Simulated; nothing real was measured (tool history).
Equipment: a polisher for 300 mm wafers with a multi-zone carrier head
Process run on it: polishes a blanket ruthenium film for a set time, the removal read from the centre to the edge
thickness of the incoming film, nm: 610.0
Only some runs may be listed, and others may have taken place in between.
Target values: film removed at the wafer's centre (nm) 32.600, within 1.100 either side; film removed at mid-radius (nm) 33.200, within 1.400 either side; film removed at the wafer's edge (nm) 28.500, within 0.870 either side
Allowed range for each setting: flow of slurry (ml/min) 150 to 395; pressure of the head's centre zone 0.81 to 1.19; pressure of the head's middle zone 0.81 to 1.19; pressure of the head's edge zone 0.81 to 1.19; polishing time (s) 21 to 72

run  hour  flow of slurry (ml/min)  pressure of the head's centre zone  pressure of the head's middle zone  pressure of the head's edge zone  polishing time (s)  film removed at the wafer's centre (nm)  film removed at mid-radius (nm)  film removed at the wafer's edge (nm)
  1   0.0                      250                                1.00                                1.00                              1.00                  46                                   32.180                           32.805                                 31.849
  2   3.9                      300                                1.00                                1.00                              1.00                  46                                   32.862                           33.151                                 32.271
  3  10.0                      300                                1.00                                1.01                              0.98                  46                                   33.317                           33.838                                 31.601
  4  12.2                      300                                1.00                                1.01                              0.98                  37                                   26.164                           26.225                                 25.946
  5  17.8                      300                                1.00                                1.01                              0.98                  42                                   30.024                           31.342                                 29.265
  6  21.3                      345                                1.00                                1.01                              0.98                  42                                   30.601                           31.421                                 29.788
  7  29.4                      345                                1.01                                1.02                              0.97                  42                                   30.952                           31.561                                 29.554
  8  35.8                      345                                1.02                                1.03                              0.96                  42                                   30.955                           31.258                                 29.651
  9  40.8                      345                                1.03                                1.05                              0.94                  42                                   31.392                           31.772                                 29.014
 10  46.5                      345                                1.03                                1.06                              0.93                  42                                   30.884                           32.092                                 29.556
 11  48.8                      345                                1.03                                1.06                              0.93                  42                                   31.633                           32.330                                 29.160
 12  56.4                      345                                1.03                                1.07                              0.92                  42                                   30.779                           32.187                                 28.366

Of the 4 settings listed for the next run, only one would bring every result within its allowed miss of target. Which one?
  A  64.0                      290                                1.05                                1.06                              0.82                  44                                        ?                                ?                                      ?
  B  64.0                      350                                0.96                                1.16                              0.95                  41                                        ?                                ?                                      ?
  C  64.0                      275                                0.97                                1.09                              0.96                  40                                        ?                                ?                                      ?
  D  64.0                      320                                1.02                                1.10                              1.01                  40                                        ?                                ?                                      ?

move  film removed at the wafer's centre (nm)  film removed at mid-radius (nm)  film removed at the wafer's edge (nm)
   A                                   31.978                           32.677                                 27.827
   B                                   28.622                           33.300                                 28.076
   C                                   27.369                           30.189                                 27.050
   D                                   28.822                           30.885                                 28.050
A: all results in spec
B: misses by more than the last run did
C: misses by more than the last run did
D: misses by more than the last run did
Move A is the one to make.
